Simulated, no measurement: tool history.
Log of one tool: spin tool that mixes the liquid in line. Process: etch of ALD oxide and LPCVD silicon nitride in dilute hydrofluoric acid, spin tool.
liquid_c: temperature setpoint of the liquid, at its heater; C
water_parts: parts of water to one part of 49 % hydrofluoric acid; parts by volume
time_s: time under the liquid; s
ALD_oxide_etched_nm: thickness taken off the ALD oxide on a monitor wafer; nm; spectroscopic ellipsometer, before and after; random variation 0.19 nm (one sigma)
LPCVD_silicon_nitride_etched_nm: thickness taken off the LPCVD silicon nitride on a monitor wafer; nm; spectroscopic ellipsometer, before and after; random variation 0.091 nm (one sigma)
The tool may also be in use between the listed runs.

run	day	liquid_c	water_parts	time_s	ALD_oxide_etched_nm	LPCVD_silicon_nitride_etched_nm
1	0	22	115	65	10.127	0.28132
2	0.029	24	90	65	14.421	0.39451
3	0.067	24	90	40	8.8549	0.16928
4	0.329	22	90	40	8.1606	0.19737
5	0.471	24.5	90	40	9.0376	0.23276
6	0.596	24.5	65	40	12.963	0.3545
7	0.662	26	50	40	18.213	0.3836
8	1.004	27	45	40	21.319	0.63047
9	1.25	27.5	40	40	24.551	0.63836
10	1.554	28	40	40	25.08	0.64479
11	1.717	28.5	40	40	25.835	0.78919
12	1.779	29	35	40	30.196	0.82748
13	2.108	29.5	35	40	30.937	0.94578
14	2.317	29.5	30	40	36.127	0.74688
15	2.496	29	30	40	35.436	1.0375
# day 2.596: hydrofluoric acid flow meter replaced
16	2.596	30	45	40	25.483	0.83472
17	2.85	26	35	40	28.4	0.7248
18	3.104	24	20	40	46.573	1.0638

The next listed run, before its measurement:
19	3.388	28	20	40	?	?

ALD_oxide_etched_nm: 54.966 nm
LPCVD_silicon_nitride_etched_nm: 1.4605 nm
